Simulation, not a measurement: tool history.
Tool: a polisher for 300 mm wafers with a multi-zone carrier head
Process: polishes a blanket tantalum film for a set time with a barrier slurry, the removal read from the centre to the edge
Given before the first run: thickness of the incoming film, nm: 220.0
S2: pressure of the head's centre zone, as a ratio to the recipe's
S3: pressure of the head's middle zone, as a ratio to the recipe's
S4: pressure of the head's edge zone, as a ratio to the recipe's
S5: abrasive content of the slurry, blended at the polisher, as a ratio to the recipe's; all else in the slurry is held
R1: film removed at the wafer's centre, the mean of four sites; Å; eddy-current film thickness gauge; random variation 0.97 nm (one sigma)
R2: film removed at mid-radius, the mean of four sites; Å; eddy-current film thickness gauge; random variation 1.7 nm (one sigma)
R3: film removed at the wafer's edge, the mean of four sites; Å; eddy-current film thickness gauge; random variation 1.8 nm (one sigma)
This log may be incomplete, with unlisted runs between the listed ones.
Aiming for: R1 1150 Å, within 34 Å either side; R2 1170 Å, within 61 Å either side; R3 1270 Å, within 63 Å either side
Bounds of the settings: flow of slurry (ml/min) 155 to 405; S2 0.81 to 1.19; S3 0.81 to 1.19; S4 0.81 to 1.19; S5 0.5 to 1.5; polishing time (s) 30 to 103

Run 1, hour 0: flow of slurry (ml/min) 260, S2 1, S3 1, S4 1, S5 1, polishing time (s) 66. Result: R1 898.95 Å, R2 910.69 Å, R3 908.38 Å.
Run 2, hour 0.6: flow of slurry (ml/min) 260, S2 0.97, S3 1, S4 1, S5 1, polishing time (s) 66. Result: R1 883.3 Å, R2 916.04 Å, R3 925.22 Å.
Run 3, hour 9: flow of slurry (ml/min) 260, S2 0.97, S3 1, S4 1, S5 0.9, polishing time (s) 66. Result: R1 854.45 Å, R2 892.87 Å, R3 881.12 Å.
Run 4, hour 16.4: flow of slurry (ml/min) 260, S2 0.98, S3 1.01, S4 1.01, S5 1, polishing time (s) 67. Result: R1 891.78 Å, R2 928.11 Å, R3 923.34 Å.
Run 5, hour 23.5: flow of slurry (ml/min) 260, S2 0.98, S3 1.01, S4 1.01, S5 1.15, polishing time (s) 67. Result: R1 931.19 Å, R2 985.83 Å, R3 948.11 Å.
Run 6, hour 27.5: flow of slurry (ml/min) 260, S2 0.98, S3 1.01, S4 1.01, S5 1.15, polishing time (s) 55. Result: R1 767.95 Å, R2 813.06 Å, R3 780.66 Å.
Run 7, hour 34.1: flow of slurry (ml/min) 260, S2 0.98, S3 1, S4 1.03, S5 1.2, polishing time (s) 58. Result: R1 802.49 Å, R2 860.69 Å, R3 848.02 Å.
Run 8, hour 39.3: flow of slurry (ml/min) 260, S2 0.99, S3 0.99, S4 1.05, S5 1.25, polishing time (s) 60. Result: R1 862.38 Å, R2 878.61 Å, R3 900.63 Å.
Run 9, hour 48.1: flow of slurry (ml/min) 260, S2 0.99, S3 0.99, S4 1.05, S5 1.25, polishing time (s) 60. Result: R1 850.98 Å, R2 859.25 Å, R3 913.61 Å.
Run 10, hour 49: flow of slurry (ml/min) 260, S2 1, S3 1, S4 1.06, S5 1.3, polishing time (s) 62. Result: R1 905.35 Å, R2 913.87 Å, R3 957.67 Å.
Run 11, hour 50.7: flow of slurry (ml/min) 260, S2 1, S3 1.01, S4 1.07, S5 1.35, polishing time (s) 63. Result: R1 927.85 Å, R2 963.89 Å, R3 959.55 Å.
Run 12, hour 54.8: flow of slurry (ml/min) 260, S2 1, S3 1.01, S4 1.08, S5 1.35, polishing time (s) 65. Result: R1 961.77 Å, R2 973.98 Å, R3 1004.8 Å.
Run 13, hour 55.4: flow of slurry (ml/min) 260, S2 1, S3 1.01, S4 1.09, S5 1.35, polishing time (s) 66. Result: R1 963.02 Å, R2 967.86 Å, R3 1045.3 Å.
Run 14, hour 60.5: flow of slurry (ml/min) 265, S2 1, S3 1.02, S4 1.1, S5 1.35, polishing time (s) 67. Result: R1 981.06 Å, R2 1014.6 Å, R3 1038.3 Å.
Run 15, hour 63.2: flow of slurry (ml/min) 265, S2 1, S3 1.02, S4 1.11, S5 1.35, polishing time (s) 68. Result: R1 1011.1 Å, R2 1051.5 Å, R3 1074.2 Å.
Run 16, hour 66.7: flow of slurry (ml/min) 270, S2 1, S3 1.02, S4 1.12, S5 1.35, polishing time (s) 69. Result: R1 1026.9 Å, R2 1043.9 Å, R3 1101.7 Å.
Run 17, hour 75.4: flow of slurry (ml/min) 275, S2 1, S3 1.02, S4 1.13, S5 1.35, polishing time (s) 70. Result: R1 1040.6 Å, R2 1052.7 Å, R3 1108.1 Å.
Run 18, hour 83.4: flow of slurry (ml/min) 270, S2 1, S3 1.02, S4 1.13, S5 1.35, polishing time (s) 71. Result: R1 1031.1 Å, R2 1082.4 Å, R3 1125.2 Å.
Run 19, hour 91: flow of slurry (ml/min) 270, S2 1, S3 1.02, S4 1.14, S5 1.35, polishing time (s) 72. Result: R1 1053.6 Å, R2 1063.2 Å, R3 1156.5 Å.
Run 20, hour 97.6: flow of slurry (ml/min) 275, S2 1, S3 1.02, S4 1.15, S5 1.35, polishing time (s) 72. Result: R1 1065.3 Å, R2 1099.6 Å, R3 1162.4 Å.
Run 21, hour 98.2: flow of slurry (ml/min) 280, S2 1, S3 1.02, S4 1.16, S5 1.35, polishing time (s) 72. Result: R1 1082.1 Å, R2 1115.2 Å, R3 1157.6 Å.
Run 22, hour 102.5: flow of slurry (ml/min) 275, S2 1, S3 1.01, S4 1.17, S5 1.45, polishing time (s) 74. Result: R1 1097.4 Å, R2 1123.6 Å, R3 1199.1 Å.
Run 23, hour 106: flow of slurry (ml/min) 275, S2 1, S3 1.01, S4 1.17, S5 1.45, polishing time (s) 74. Result: R1 1091.4 Å, R2 1136.6 Å, R3 1199.3 Å.
Run 24, hour 106.9: flow of slurry (ml/min) 270, S2 1, S3 1.01, S4 1.17, S5 1.45, polishing time (s) 74. Result: R1 1104.6 Å, R2 1139.8 Å, R3 1219.7 Å.

Pick the move, out of 4, that brings all results within their allowed miss; only one does.
Run A, hour 107.8: flow of slurry (ml/min) 280, S2 1.03, S3 1.03, S4 1.15, S5 1.4, polishing time (s) 71. Result: R1 ?, R2 ?, R3 ?.
Run B, hour 107.8: flow of slurry (ml/min) 300, S2 1, S3 0.99, S4 1.18, S5 1.5, polishing time (s) 76. Result: R1 ?, R2 ?, R3 ?.
Run C, hour 107.8: flow of slurry (ml/min) 245, S2 1.11, S3 0.97, S4 1.18, S5 1.45, polishing time (s) 69. Result: R1 ?, R2 ?, R3 ?.
Run D, hour 107.8: flow of slurry (ml/min) 275, S2 0.89, S3 1, S4 1.17, S5 1.35, polishing time (s) 79. Result: R1 ?, R2 ?, R3 ?.

move      R1      R2      R3
   A  1094.3  1083.4  1135.1
   B  1162.4  1146.1  1256.7
   C    1134  991.53  1113.3
   D  1040.3  1165.1  1263.1
A: the biggest miss grows against the last run
B: in spec on every target
C: meets the target for the result that was furthest off, but another lies outside its allowed miss
D: the biggest miss grows against the last run
Go with B: it meets all targets.

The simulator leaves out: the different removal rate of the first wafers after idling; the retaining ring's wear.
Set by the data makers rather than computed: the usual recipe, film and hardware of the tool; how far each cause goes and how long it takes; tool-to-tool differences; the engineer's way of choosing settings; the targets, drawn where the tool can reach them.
